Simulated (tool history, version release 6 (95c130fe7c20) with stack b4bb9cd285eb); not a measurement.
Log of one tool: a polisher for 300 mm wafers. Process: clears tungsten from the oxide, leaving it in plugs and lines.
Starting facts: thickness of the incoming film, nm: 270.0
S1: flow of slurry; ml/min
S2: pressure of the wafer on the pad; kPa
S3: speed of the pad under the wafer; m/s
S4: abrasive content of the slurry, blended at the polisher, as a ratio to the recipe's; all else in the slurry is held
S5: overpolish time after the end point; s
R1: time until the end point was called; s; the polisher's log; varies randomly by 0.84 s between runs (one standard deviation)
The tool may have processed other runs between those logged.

run  hour   S1    S2    S3  S4  S5      R1
  1     0  205  22.1  1.24   1  20  52.614
  2   6.2  205    20  1.22   1  20  58.799
  3    12  205  17.9   1.2   1  20  65.757
  4  14.4  205  17.9   1.2   1  21  67.598
  5  17.1  205  16.5   1.2   1  21  71.295
  6  23.4  205  15.2   1.2   1  21  78.252
  7  25.1  190   9.7   1.2   1  21  122.02
  8  25.7  205   9.7   1.2   1  21  118.61
  9  33.7  215   9.7   1.2   1  21  119.69
 10  39.1  215  13.8   1.2   1  21  84.909
 11  45.9  205  13.8   1.2   1  21  86.313
 12    52  195  13.8   1.2   1  21  85.328
 13  56.7  195   9.7   1.2   1  21  120.86
 14  62.5  210   9.7   1.2   1  21  119.36

Run 15 is up next; what results do you expect?
 15  66.4  210  10.3  1.2   1  21   ?

{"run 15": {"R1": 112.04}}
